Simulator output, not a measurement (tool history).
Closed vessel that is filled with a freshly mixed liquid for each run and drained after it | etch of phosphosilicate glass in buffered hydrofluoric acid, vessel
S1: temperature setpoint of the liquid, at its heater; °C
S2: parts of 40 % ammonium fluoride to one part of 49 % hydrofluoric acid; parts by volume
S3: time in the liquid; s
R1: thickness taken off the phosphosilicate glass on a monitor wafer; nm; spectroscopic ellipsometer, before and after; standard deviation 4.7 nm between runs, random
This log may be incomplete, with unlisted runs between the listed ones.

run	hour	S1	S2	S3	R1
1	0	24	15	95	471.38
2	2.1	21	15	95	403.43
3	7.5	21	15	105	442.65
4	13.9	23	15	105	499.73
5	17.4	23	15	95	453.87
6	23.4	24	15	95	475.2
7	25.1	25	15	95	500.55
8	28.4	26	15	95	525.81
9	33.8	27	15	95	555.42

What does the tool deliver on the next run?
10	38.5	27.5	15	95	?

R1: 571.76 nm
